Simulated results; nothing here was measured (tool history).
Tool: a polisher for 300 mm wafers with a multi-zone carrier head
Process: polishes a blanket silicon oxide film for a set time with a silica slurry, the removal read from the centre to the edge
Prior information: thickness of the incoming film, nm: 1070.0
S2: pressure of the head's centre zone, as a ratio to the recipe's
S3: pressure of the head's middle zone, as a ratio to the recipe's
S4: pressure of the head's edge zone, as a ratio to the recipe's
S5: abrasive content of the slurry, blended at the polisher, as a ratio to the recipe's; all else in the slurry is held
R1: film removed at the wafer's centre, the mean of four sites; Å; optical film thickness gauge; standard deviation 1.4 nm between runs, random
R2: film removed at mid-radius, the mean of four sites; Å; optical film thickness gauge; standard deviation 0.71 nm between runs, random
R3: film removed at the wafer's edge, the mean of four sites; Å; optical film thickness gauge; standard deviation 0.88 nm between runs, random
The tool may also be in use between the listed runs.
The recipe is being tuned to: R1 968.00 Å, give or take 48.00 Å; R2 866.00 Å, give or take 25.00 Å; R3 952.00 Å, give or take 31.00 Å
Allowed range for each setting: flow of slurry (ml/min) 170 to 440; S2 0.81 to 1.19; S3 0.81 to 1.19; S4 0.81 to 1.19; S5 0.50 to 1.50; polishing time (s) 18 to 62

{"run": 1, "hour": 0.0, "flow of slurry (ml/min)": 280, "S2": 1.0, "S3": 1.0, "S4": 1.0, "S5": 1.0, "polishing time (s)": 40, "R1": 1031.4, "R2": 1020.2, "R3": 1018.2}
{"run": 2, "hour": 0.5, "flow of slurry (ml/min)": 275, "S2": 1.0, "S3": 0.98, "S4": 0.99, "S5": 1.0, "polishing time (s)": 40, "R1": 1013.0, "R2": 991.41, "R3": 1025.1}
{"run": 3, "hour": 8.2, "flow of slurry (ml/min)": 275, "S2": 1.0, "S3": 0.98, "S4": 0.99, "S5": 1.0, "polishing time (s)": 35, "R1": 909.25, "R2": 879.04, "R3": 881.14}
{"run": 4, "hour": 13.7, "flow of slurry (ml/min)": 275, "S2": 1.0, "S3": 0.97, "S4": 1.0, "S5": 1.0, "polishing time (s)": 35, "R1": 875.95, "R2": 874.57, "R3": 891.74}
{"run": 5, "hour": 14.9, "flow of slurry (ml/min)": 275, "S2": 1.0, "S3": 0.97, "S4": 1.04, "S5": 1.0, "polishing time (s)": 35, "R1": 895.0, "R2": 875.98, "R3": 909.92}
{"run": 6, "hour": 21.8, "flow of slurry (ml/min)": 275, "S2": 1.01, "S3": 0.97, "S4": 1.05, "S5": 1.0, "polishing time (s)": 35, "R1": 897.49, "R2": 873.13, "R3": 921.35}
{"run": 7, "hour": 29.8, "flow of slurry (ml/min)": 275, "S2": 1.02, "S3": 0.97, "S4": 1.05, "S5": 1.0, "polishing time (s)": 35, "R1": 916.02, "R2": 875.07, "R3": 908.05}
{"run": 8, "hour": 31.5, "flow of slurry (ml/min)": 275, "S2": 1.02, "S3": 0.96, "S4": 1.06, "S5": 1.0, "polishing time (s)": 35, "R1": 909.93, "R2": 844.41, "R3": 914.23}
{"run": 9, "hour": 35.4, "flow of slurry (ml/min)": 275, "S2": 1.02, "S3": 0.96, "S4": 1.06, "S5": 1.0, "polishing time (s)": 35, "R1": 900.92, "R2": 852.19, "R3": 910.79}
{"run": 10, "hour": 37.8, "flow of slurry (ml/min)": 275, "S2": 1.03, "S3": 0.96, "S4": 1.07, "S5": 1.0, "polishing time (s)": 35, "R1": 902.21, "R2": 864.26, "R3": 921.37}
{"run": 11, "hour": 42.2, "flow of slurry (ml/min)": 275, "S2": 1.04, "S3": 0.96, "S4": 1.07, "S5": 1.0, "polishing time (s)": 35, "R1": 914.25, "R2": 860.59, "R3": 931.82}
{"run": 12, "hour": 44.2, "flow of slurry (ml/min)": 275, "S2": 1.05, "S3": 0.96, "S4": 1.07, "S5": 1.0, "polishing time (s)": 35, "R1": 943.89, "R2": 855.57, "R3": 921.1}

Of the 4 settings listed for the next run, only one would bring every result within its allowed miss of target. Which one?
{"run": "A", "hour": 46.2, "flow of slurry (ml/min)": 200, "S2": 1.02, "S3": 0.94, "S4": 1.15, "S5": 1.05, "polishing time (s)": 35, "R1": "?", "R2": "?", "R3": "?"}
{"run": "B", "hour": 46.2, "flow of slurry (ml/min)": 270, "S2": 1.04, "S3": 0.97, "S4": 1.01, "S5": 0.95, "polishing time (s)": 34, "R1": "?", "R2": "?", "R3": "?"}
{"run": "C", "hour": 46.2, "flow of slurry (ml/min)": 330, "S2": 1.13, "S3": 0.97, "S4": 0.99, "S5": 0.8, "polishing time (s)": 36, "R1": "?", "R2": "?", "R3": "?"}
{"run": "D", "hour": 46.2, "flow of slurry (ml/min)": 240, "S2": 1.06, "S3": 0.93, "S4": 1.09, "S5": 1.05, "polishing time (s)": 36, "R1": "?", "R2": "?", "R3": "?"}

move=A R1=872.67 R2=824.91 R3=923.73
move=B R1=881.04 R2=834.36 R3=846.01
move=C R1=987.87 R2=858.23 R3=858.32
move=D R1=962.61 R2=864.76 R3=945.48
A: corrects the largest miss of the last run, while another result sits out of spec
B: moves away from the targets compared with the last run
C: moves away from the targets compared with the last run
D: in spec on every target
Move D is the one to make.
